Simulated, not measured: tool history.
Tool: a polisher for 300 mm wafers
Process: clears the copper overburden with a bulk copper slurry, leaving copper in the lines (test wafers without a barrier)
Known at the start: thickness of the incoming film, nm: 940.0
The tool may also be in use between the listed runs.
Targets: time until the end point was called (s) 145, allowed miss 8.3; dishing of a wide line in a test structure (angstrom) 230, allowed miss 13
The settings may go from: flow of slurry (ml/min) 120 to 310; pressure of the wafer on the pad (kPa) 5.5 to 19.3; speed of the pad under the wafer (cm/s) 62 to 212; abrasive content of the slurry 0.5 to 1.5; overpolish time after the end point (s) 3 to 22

run	hour	flow of slurry (ml/min)	pressure of the wafer on the pad (kPa)	speed of the pad under the wafer (cm/s)	abrasive content of the slurry	overpolish time after the end point (s)	time until the end point was called (s)	dishing of a wide line in a test structure (angstrom)
1	0	200	12.4	136	1	11	130.27	487.73
2	5.6	200	11.7	138	1	10	137.26	428.22
3	11.3	155	11.7	138	1	10	139.51	422.29
4	19	155	10.3	138	1	10	157.42	387.45
5	25.5	155	10.3	138	1	5	156.85	215.96
6	27.8	155	8.3	138	1	5	195.81	177.31
7	34.7	155	9	138	1	5	180.37	187.89
8	38.6	155	10.3	138	1	5	157.32	213.45

5 next moves are on the table. One of them brings every result within its allowed miss. Which?
A	42.5	145	11	142	1	6	?	?
B	42.5	310	9	182	1.3	5	?	?
C	42.5	120	11	156	0.95	5	?	?
D	42.5	125	14.5	140	0.9	5	?	?
E	42.5	140	9	136	1.05	6	?	?

move	time until the end point was called (s)	dishing of a wide line in a test structure (angstrom)
A	145.66	262.87
B	128.4	247.43
C	143.76	226.24
D	120.43	268.32
E	179.08	216.69
A: brings the result that was furthest off to its target, and leaves another outside
B: takes the result that was furthest off past its target
C: meets every target
D: takes the result that was furthest off past its target
E: further off than the last run
The right move is C.

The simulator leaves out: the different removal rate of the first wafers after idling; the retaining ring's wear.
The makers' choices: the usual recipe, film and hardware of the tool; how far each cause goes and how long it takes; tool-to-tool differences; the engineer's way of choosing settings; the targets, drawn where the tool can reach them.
